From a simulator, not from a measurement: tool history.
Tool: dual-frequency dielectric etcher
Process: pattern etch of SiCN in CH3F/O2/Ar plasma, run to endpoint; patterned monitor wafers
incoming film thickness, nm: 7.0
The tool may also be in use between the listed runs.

run 1 hour=0 | source_power_(kW)=0.3 bias_power_(kW)=0.078 | endpoint_time_(s)=21.274
run 2 hour=5.1 | source_power_(kW)=0.27 bias_power_(kW)=0.078 | endpoint_time_(s)=21.96
run 3 hour=12.6 | source_power_(kW)=0.29 bias_power_(kW)=0.08 | endpoint_time_(s)=21.217
run 4 hour=20.7 | source_power_(kW)=0.31 bias_power_(kW)=0.081 | endpoint_time_(s)=20.607
run 5 hour=23.3 | source_power_(kW)=0.32 bias_power_(kW)=0.082 | endpoint_time_(s)=19.965
run 6 hour=29.9 | source_power_(kW)=0.32 bias_power_(kW)=0.088 | endpoint_time_(s)=19.717
run 7 hour=37.5 | source_power_(kW)=0.32 bias_power_(kW)=0.088 | endpoint_time_(s)=19.5

The next listed run, before its measurement:
run 8 hour=42.7 | source_power_(kW)=0.33 bias_power_(kW)=0.088 | endpoint_time_(s)=?

endpoint time (s): 19.716
